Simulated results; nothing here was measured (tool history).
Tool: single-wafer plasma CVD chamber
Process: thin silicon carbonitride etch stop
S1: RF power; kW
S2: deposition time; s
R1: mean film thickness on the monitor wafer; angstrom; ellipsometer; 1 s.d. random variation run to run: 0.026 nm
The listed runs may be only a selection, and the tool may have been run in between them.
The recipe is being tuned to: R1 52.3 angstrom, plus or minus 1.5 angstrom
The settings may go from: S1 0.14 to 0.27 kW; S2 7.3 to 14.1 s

Run 1, hour 0: S1 0.205 kW, S2 10.7 s. Result: R1 59.801 angstrom.
Run 2, hour 0.9: S1 0.195 kW, S2 10.4 s. Result: R1 57.304 angstrom.
Run 3, hour 3.2: S1 0.19 kW, S2 10.2 s. Result: R1 55.708 angstrom.
Run 4, hour 9: S1 0.205 kW, S2 10.2 s. Result: R1 56.983 angstrom.
Run 5, hour 12.7: S1 0.2 kW, S2 10 s. Result: R1 55.649 angstrom.
At hour 19.8: RF generator calibrated.
Run 6, hour 19.8: S1 0.2 kW, S2 11.1 s. Result: R1 62.526 angstrom.
Run 7, hour 25.5: S1 0.195 kW, S2 10.7 s. Result: R1 59.838 angstrom.
Run 8, hour 27.9: S1 0.195 kW, S2 10.4 s. Result: R1 58.256 angstrom.
Run 9, hour 29.6: S1 0.195 kW, S2 10.1 s. Result: R1 57.103 angstrom.
Run 10, hour 38.4: S1 0.195 kW, S2 9.8 s. Result: R1 54.925 angstrom.
Run 11, hour 43.8: S1 0.195 kW, S2 9.7 s. Result: R1 54.613 angstrom.
Run 12, hour 49.2: S1 0.195 kW, S2 9.6 s. Result: R1 54.299 angstrom.

Pick the move, out of 4, that brings all results within their allowed miss; only one does.
Run A, hour 54.6: S1 0.21 kW, S2 9 s. Result: R1 ?.
Run B, hour 54.6: S1 0.175 kW, S2 10.4 s. Result: R1 ?.
Run C, hour 54.6: S1 0.195 kW, S2 10.1 s. Result: R1 ?.
Run D, hour 54.6: S1 0.22 kW, S2 10.2 s. Result: R1 ?.

move      R1
   A   51.86
   B  56.665
   C  56.891
   D  59.617
A: hits every target within its allowed miss
B: its largest miss is bigger than the last run's
C: its largest miss is bigger than the last run's
D: its largest miss is bigger than the last run's
Correct choice: A, which meets every target
